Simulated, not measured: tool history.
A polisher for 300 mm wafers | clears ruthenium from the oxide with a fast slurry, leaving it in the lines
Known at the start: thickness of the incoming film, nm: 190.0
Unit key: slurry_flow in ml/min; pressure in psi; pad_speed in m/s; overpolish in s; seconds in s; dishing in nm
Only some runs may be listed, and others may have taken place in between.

run,day,slurry_flow,pressure,pad_speed,slurry_solids,overpolish,seconds,dishing
1,0.000,185,1.6,0.80,1.0,18,83.618,30.925
2,0.325,145,1.6,0.80,1.0,18,84.373,30.206
3,0.442,145,1.2,0.80,1.0,18,111.100,23.613
4,0.500,170,1.2,0.80,1.0,18,110.800,23.605
5,0.842,195,1.2,0.80,1.0,18,111.470,25.048
6,1.071,195,1.2,0.80,1.0,25,110.860,32.742
7,1.392,195,1.3,0.80,1.0,24,102.790,32.288

The next listed run, before its measurement:
8,1.579,195,1.4,0.80,1.0,24,?,?

{"run 8": {"seconds": 94.624, "dishing": 36.957}}
